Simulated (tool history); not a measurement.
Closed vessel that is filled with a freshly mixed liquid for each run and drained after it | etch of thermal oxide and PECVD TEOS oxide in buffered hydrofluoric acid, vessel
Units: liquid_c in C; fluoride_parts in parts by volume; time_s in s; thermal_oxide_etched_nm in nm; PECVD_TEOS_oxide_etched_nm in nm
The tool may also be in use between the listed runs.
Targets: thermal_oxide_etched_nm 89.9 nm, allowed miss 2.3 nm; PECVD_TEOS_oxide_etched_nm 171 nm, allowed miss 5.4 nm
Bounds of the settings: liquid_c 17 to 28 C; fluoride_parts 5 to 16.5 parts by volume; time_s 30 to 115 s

| run | hour | liquid_c | fluoride_parts | time_s | thermal_oxide_etched_nm | PECVD_TEOS_oxide_etched_nm |
|---|---|---|---|---|---|---|
| 1 | 0 | 20 | 10 | 60 | 63.864 | 119.94 |
| 2 | 8.2 | 22 | 10 | 60 | 70.182 | 132.71 |
| 3 | 16.7 | 22 | 10 | 50 | 58.722 | 112.83 |
| 4 | 23.5 | 22 | 10 | 30 | 35.497 | 67.783 |
| 5 | 26.3 | 24 | 8.5 | 30 | 45.923 | 86.587 |
| 6 | 33.7 | 24 | 8.5 | 45 | 69.34 | 130.97 |
| 7 | 42.4 | 25 | 8.5 | 45 | 72.067 | 138.21 |
| 8 | 45.4 | 28 | 7 | 45 | 104.75 | 197.22 |
| 9 | 50.6 | 27.5 | 7 | 45 | 101.46 | 191.68 |
| 10 | 58.1 | 27 | 7 | 45 | 99.585 | 186.5 |
| 11 | 66.8 | 26.5 | 7 | 45 | 97 | 184.85 |
| 12 | 69.6 | 26 | 7 | 45 | 94.314 | 177.91 |
|  | 71.8 | hydrofluoric acid flow meter replaced |
| 13 | 71.8 | 25.5 | 7 | 45 | 86.299 | 165.76 |

Which of these 4 next moves meets every target?
| A | 74 | 26.5 | 7.5 | 45 | ? | ? |
| B | 74 | 25.5 | 7.5 | 50 | ? | ? |
| C | 74 | 24.5 | 6 | 40 | ? | ? |
| D | 74 | 26 | 7.5 | 45 | ? | ? |

| move | thermal_oxide_etched_nm | PECVD_TEOS_oxide_etched_nm |
|---|---|---|
| A | 85.513 | 161.78 |
| B | 90.043 | 170.35 |
| C | 84.017 | 158.95 |
| D | 83.249 | 157.5 |
A: further off than the last run
B: meets every target
C: further off than the last run
D: further off than the last run
The right move is B.

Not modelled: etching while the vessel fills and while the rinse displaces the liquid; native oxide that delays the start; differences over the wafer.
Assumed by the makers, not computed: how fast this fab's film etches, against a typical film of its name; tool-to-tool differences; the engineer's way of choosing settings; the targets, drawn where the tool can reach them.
